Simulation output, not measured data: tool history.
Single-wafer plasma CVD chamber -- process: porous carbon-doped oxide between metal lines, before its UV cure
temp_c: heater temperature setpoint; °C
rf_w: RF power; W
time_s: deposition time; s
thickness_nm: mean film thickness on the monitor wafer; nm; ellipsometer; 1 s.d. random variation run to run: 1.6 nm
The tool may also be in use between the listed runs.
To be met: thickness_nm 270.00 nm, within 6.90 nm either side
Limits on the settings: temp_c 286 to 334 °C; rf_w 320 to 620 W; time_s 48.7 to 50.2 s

| run | hour | temp_c | rf_w | time_s | thickness_nm |
|---|---|---|---|---|---|
| 1 | 0.0 | 310 | 470 | 48.7 | 239.86 |
| 2 | 5.6 | 308 | 475 | 48.7 | 245.03 |
| 3 | 9.2 | 307 | 475 | 48.7 | 246.55 |
| 4 | 11.1 | 303 | 475 | 48.7 | 252.36 |
| 5 | 16.8 | 302 | 475 | 48.7 | 254.06 |
| 6 | 22.8 | 301 | 475 | 48.7 | 252.94 |
| 7 | 23.9 | 300 | 475 | 48.7 | 258.19 |
| 8 | 30.1 | 299 | 475 | 48.7 | 258.49 |
| 9 | 34.9 | 298 | 475 | 48.7 | 260.94 |

Of the 5 settings listed for the next run, only one would bring every result within its allowed miss of target. Which one?
| A | 39.7 | 305 | 460 | 48.7 | ? |
| B | 39.7 | 297 | 445 | 48.7 | ? |
| C | 39.7 | 287 | 415 | 48.7 | ? |
| D | 39.7 | 291 | 450 | 50.2 | ? |
| E | 39.7 | 300 | 455 | 49.3 | ? |

| move | thickness_nm |
|---|---|
| A | 243.37 |
| B | 248.35 |
| C | 249.17 |
| D | 267.88 |
| E | 251.50 |
A: lands further from the targets than the last run did
B: lands further from the targets than the last run did
C: lands further from the targets than the last run did
D: in spec on every target
E: lands further from the targets than the last run did
So the answer is move D, the one that meets all the targets.
